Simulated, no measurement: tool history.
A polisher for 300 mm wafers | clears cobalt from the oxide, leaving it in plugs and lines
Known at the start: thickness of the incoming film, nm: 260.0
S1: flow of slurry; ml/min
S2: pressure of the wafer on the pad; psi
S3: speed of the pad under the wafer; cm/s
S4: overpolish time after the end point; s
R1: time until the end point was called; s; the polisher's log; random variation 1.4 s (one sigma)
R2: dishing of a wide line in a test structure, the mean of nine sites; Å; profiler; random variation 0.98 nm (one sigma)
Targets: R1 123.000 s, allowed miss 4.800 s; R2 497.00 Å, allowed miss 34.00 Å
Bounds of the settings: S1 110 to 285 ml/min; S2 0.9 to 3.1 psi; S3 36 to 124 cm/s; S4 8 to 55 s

| run | hour | S1 | S2 | S3 | S4 | R1 | R2 |
|---|---|---|---|---|---|---|---|
| 1 | 0.0 | 180 | 2.0 | 80 | 28 | 63.730 | 559.96 |
| 2 | 1.6 | 175 | 1.6 | 78 | 31 | 77.633 | 558.50 |
| 3 | 4.1 | 175 | 1.6 | 68 | 31 | 87.460 | 526.27 |
| 4 | 11.1 | 175 | 2.1 | 68 | 31 | 70.345 | 552.96 |
| 5 | 17.3 | 175 | 2.1 | 60 | 31 | 77.261 | 563.75 |
| 6 | 19.6 | 200 | 2.1 | 60 | 31 | 74.224 | 573.66 |
| 7 | 21.5 | 185 | 1.8 | 60 | 32 | 84.743 | 549.64 |
| 8 | 29.4 | 170 | 1.6 | 60 | 33 | 95.817 | 515.00 |
| 9 | 31.7 | 160 | 1.4 | 60 | 35 | 109.580 | 504.42 |
| 10 | 35.2 | 150 | 1.4 | 60 | 36 | 111.020 | 505.39 |
| 11 | 42.0 | 140 | 1.4 | 60 | 37 | 111.810 | 511.05 |

Which of these 4 next moves meets every target?
| A | 48.8 | 175 | 1.5 | 44 | 39 | ? | ? |
| B | 48.8 | 155 | 1.6 | 42 | 31 | ? | ? |
| C | 48.8 | 135 | 1.3 | 58 | 32 | ? | ? |
| D | 48.8 | 120 | 1.2 | 78 | 28 | ? | ? |

| move | R1 | R2 |
|---|---|---|
| A | 120.960 | 495.50 |
| B | 122.100 | 430.34 |
| C | 120.980 | 441.12 |
| D | 108.050 | 434.76 |
A: meets every target
B: brings the result that was furthest off to its target, and leaves another outside
C: brings the result that was furthest off to its target, and leaves another outside
D: further off than the last run
The right move is A.

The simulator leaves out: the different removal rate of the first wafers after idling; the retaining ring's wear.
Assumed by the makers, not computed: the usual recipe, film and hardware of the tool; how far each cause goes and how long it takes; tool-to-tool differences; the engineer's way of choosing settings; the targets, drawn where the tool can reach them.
